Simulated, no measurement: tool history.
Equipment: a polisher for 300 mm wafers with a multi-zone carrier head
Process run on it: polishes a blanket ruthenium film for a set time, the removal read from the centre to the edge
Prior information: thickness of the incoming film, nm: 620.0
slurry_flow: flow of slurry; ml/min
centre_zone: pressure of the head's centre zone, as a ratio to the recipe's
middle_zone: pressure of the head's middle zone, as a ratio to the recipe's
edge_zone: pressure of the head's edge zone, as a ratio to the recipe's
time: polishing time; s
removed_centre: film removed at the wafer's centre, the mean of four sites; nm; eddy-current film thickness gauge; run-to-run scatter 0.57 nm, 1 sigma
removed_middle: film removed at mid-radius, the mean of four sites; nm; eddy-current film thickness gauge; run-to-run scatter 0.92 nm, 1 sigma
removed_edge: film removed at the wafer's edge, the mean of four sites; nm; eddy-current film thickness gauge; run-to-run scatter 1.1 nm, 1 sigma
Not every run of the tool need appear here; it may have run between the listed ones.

run	hour	slurry_flow	centre_zone	middle_zone	edge_zone	time	removed_centre	removed_middle	removed_edge
1	0.0	320	1.00	1.00	1.00	45	61.565	62.589	61.432
2	3.7	320	1.00	1.00	1.02	46	62.893	62.934	61.582
3	5.1	320	0.99	0.99	1.02	47	63.562	64.854	64.567
4	8.2	320	0.99	0.99	1.03	48	65.034	64.396	66.707
5	12.1	320	0.99	1.00	1.04	49	66.990	66.834	67.941
6	16.5	320	1.06	1.00	1.04	49	70.507	68.322	67.443
7	20.2	320	1.05	1.01	1.05	49	70.917	67.971	67.584
8	27.2	320	1.04	1.01	1.06	50	71.395	71.186	67.766

The next listed run, before its measurement:
9	32.1	320	1.03	1.01	1.06	51	?	?	?

{"run 9": {"removed_centre": 72.611, "removed_middle": 70.284, "removed_edge": 71.321}}

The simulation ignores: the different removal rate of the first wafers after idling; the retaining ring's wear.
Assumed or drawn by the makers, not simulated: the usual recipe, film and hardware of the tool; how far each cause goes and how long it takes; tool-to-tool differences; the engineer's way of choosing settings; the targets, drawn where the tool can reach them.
